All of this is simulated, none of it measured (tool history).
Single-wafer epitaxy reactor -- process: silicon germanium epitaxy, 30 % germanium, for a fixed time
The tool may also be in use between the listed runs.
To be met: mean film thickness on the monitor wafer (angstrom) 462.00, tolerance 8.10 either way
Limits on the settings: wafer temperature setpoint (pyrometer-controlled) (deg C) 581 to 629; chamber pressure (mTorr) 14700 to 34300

run	day	wafer temperature setpoint (pyrometer-controlled) (deg C)	chamber pressure (mTorr)	mean film thickness on the monitor wafer (angstrom)
1	0.000	605	24500	620.44
2	0.121	610	24500	676.23
3	0.388	610	22100	650.85
4	0.504	614	22100	695.59
5	0.842	608	22100	633.58
6	1.146	608	24400	651.25
7	1.233	605	24300	618.23
8	1.338	603	24300	597.11
9	1.438	601	24300	582.72

Pick the move, out of 4, that brings all results within their allowed miss; only one does.
A	1.538	593	21500	?
B	1.538	591	20700	?
C	1.538	592	22100	?
D	1.538	592	21400	?

move	mean film thickness on the monitor wafer (angstrom)
A	485.88
B	463.69
C	481.93
D	476.88
A: closes in on the targets versus the last run, not all within tolerance yet
B: in spec on every target
C: closes in on the targets versus the last run, not all within tolerance yet
D: closes in on the targets versus the last run, not all within tolerance yet
Correct choice: B, which meets every target

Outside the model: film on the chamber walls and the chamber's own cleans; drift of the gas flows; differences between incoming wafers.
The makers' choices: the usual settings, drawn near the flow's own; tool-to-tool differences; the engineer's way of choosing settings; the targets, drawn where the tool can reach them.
